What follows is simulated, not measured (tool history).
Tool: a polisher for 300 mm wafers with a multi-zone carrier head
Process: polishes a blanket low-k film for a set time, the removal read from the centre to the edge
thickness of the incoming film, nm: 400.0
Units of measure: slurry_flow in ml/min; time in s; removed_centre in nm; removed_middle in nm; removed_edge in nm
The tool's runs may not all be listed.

{"run": 1, "hour": 0.0, "slurry_flow": 260, "centre_zone": 1.0, "middle_zone": 1.0, "edge_zone": 1.0, "slurry_solids": 1.0, "time": 57, "removed_centre": 17.582, "removed_middle": 17.367, "removed_edge": 17.207}
{"run": 2, "hour": 2.7, "slurry_flow": 260, "centre_zone": 1.0, "middle_zone": 0.97, "edge_zone": 0.96, "slurry_solids": 0.85, "time": 56, "removed_centre": 15.686, "removed_middle": 14.869, "removed_edge": 15.374}
{"run": 3, "hour": 11.4, "slurry_flow": 260, "centre_zone": 1.0, "middle_zone": 1.02, "edge_zone": 0.96, "slurry_solids": 0.85, "time": 56, "removed_centre": 15.562, "removed_middle": 15.681, "removed_edge": 15.335}
{"run": 4, "hour": 19.7, "slurry_flow": 205, "centre_zone": 1.0, "middle_zone": 1.02, "edge_zone": 0.96, "slurry_solids": 0.85, "time": 56, "removed_centre": 14.908, "removed_middle": 15.508, "removed_edge": 14.842}
{"run": 5, "hour": 28.4, "slurry_flow": 200, "centre_zone": 1.01, "middle_zone": 1.0, "edge_zone": 0.92, "slurry_solids": 0.8, "time": 56, "removed_centre": 14.701, "removed_middle": 14.615, "removed_edge": 14.306}
{"run": 6, "hour": 36.3, "slurry_flow": 195, "centre_zone": 1.02, "middle_zone": 0.99, "edge_zone": 0.89, "slurry_solids": 0.75, "time": 56, "removed_centre": 14.201, "removed_middle": 13.928, "removed_edge": 13.231}
{"run": 7, "hour": 42.6, "slurry_flow": 190, "centre_zone": 1.02, "middle_zone": 0.96, "edge_zone": 0.87, "slurry_solids": 0.75, "time": 56, "removed_centre": 14.311, "removed_middle": 13.362, "removed_edge": 13.315}

For run 8, what comes out?
{"run": 8, "hour": 46.6, "slurry_flow": 185, "centre_zone": 1.02, "middle_zone": 0.95, "edge_zone": 0.85, "slurry_solids": 0.75, "time": 56, "removed_centre": "?", "removed_middle": "?", "removed_edge": "?"}

{"run 8": {"removed_centre": 13.911, "removed_middle": 13.032, "removed_edge": 13.24}}
